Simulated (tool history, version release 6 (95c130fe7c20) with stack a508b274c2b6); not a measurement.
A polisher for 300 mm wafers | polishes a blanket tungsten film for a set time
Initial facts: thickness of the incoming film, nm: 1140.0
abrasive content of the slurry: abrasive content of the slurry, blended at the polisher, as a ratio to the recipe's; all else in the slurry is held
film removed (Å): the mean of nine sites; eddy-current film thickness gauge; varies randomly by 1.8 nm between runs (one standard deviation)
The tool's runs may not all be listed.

run  hour  flow of slurry (ml/min)  pressure of the wafer on the pad (kPa)  speed of the pad under the wafer (cm/s)  abrasive content of the slurry  polishing time (s)  film removed (Å)
  1   0.0                      200                                    17.9                                       88                            1.00                  38            1214.0
  2   2.5                      200                                    17.9                                       88                            0.85                  38            1169.0
  3   9.4                      200                                    19.3                                       88                            0.85                  38            1237.4
  4  12.2                      250                                    19.3                                       88                            0.85                  38            1272.2
  5  16.9                      250                                    19.3                                      100                            0.85                  38            1438.6
  6  22.4                      250                                    19.3                                       88                            0.85                  38            1253.3
  7  25.4                      250                                    20.7                                       90                            0.85                  38            1356.7
  8  29.1                      250                                    21.4                                       92                            0.85                  38            1436.3
  9  34.6                      250                                    22.1                                       94                            0.85                  38            1524.1
 10  41.3                      260                                    26.9                                       96                            0.85                  38            1794.1

What will run 11 give?
 11  45.2                      260                                    26.9                                       98                            0.85                  38                 ?

{"run 11": {"film removed (Å)": 1861.6}}

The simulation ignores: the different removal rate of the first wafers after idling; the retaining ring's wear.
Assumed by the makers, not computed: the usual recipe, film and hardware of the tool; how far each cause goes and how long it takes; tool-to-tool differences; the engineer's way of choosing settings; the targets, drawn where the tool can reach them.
